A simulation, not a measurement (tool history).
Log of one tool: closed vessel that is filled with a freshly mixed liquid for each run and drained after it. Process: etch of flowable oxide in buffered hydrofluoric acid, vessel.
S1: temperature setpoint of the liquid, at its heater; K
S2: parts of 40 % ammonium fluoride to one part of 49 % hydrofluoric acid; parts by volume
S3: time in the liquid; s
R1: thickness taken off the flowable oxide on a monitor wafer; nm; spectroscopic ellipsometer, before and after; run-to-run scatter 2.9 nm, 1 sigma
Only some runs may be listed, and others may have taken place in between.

run,hour,S1,S2,S3,R1
1,0.0,298.15,7.5,105,242.46
2,5.0,299.65,7.5,105,262.68
3,9.1,299.65,7.5,115,287.21
4,12.4,300.65,7.5,115,304.72
5,20.1,300.65,7.5,105,277.87
6,24.7,301.65,7.5,105,289.45
7,29.5,302.15,7.5,105,300.13

Estimate the outcome of run 8 from the log above:
8,32.7,302.65,7.5,105,?

For run 8 the tool returned R1 303.36 nm.

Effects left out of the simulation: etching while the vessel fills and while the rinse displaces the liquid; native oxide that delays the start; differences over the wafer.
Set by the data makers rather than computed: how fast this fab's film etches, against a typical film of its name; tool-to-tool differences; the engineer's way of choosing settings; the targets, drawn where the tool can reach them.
